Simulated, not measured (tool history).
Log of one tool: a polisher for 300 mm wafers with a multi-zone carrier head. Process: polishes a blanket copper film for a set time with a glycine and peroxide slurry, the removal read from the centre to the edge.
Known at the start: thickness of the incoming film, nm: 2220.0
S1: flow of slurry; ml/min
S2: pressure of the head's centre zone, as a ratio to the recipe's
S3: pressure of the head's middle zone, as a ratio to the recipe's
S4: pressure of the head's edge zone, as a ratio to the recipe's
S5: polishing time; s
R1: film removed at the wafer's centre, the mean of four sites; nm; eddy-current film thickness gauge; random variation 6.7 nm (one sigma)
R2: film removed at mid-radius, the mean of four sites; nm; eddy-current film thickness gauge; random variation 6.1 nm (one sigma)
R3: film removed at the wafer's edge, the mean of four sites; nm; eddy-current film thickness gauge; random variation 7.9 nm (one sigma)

| run | hour | S1 | S2 | S3 | S4 | S5 | R1 | R2 | R3 |
|---|---|---|---|---|---|---|---|---|---|
| 1 | 0.0 | 150 | 1.00 | 1.00 | 1.00 | 89 | 478.76 | 461.71 | 465.37 |
| 2 | 5.6 | 155 | 0.99 | 1.03 | 1.00 | 90 | 476.76 | 475.96 | 458.30 |
| 3 | 11.8 | 155 | 0.98 | 1.05 | 1.01 | 93 | 487.73 | 496.94 | 481.79 |
| 4 | 15.7 | 160 | 0.97 | 1.07 | 1.01 | 95 | 499.45 | 519.93 | 501.72 |
| 5 | 24.5 | 160 | 0.97 | 1.07 | 1.07 | 95 | 479.10 | 518.45 | 517.20 |
| 6 | 27.7 | 165 | 0.96 | 1.09 | 1.05 | 96 | 498.75 | 540.26 | 511.63 |

The next listed run, before its measurement:
| 7 | 34.2 | 170 | 0.95 | 1.11 | 1.05 | 96 | ? | ? | ? |

R1: 499.22 nm
R2: 539.36 nm
R3: 525.26 nm

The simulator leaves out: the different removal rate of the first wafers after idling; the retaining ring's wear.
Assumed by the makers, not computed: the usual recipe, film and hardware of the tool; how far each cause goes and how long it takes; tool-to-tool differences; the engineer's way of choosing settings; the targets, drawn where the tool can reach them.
